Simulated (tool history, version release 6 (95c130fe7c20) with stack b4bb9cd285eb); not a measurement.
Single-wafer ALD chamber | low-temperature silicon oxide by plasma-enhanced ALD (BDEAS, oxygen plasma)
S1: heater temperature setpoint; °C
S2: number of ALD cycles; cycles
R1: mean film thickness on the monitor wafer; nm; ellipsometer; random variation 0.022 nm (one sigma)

run	hour	S1	S2	R1
1	0	110	46	6.4459
2	2.4	111	43	6.0152
3	3.7	112	40	5.5676
4	9.4	112	46	6.4468
5	12.6	117	46	6.2936
6	17.2	117	52	7.1799

Forecast run 7:
7	19.4	120	47	?

R1: 6.454 nm
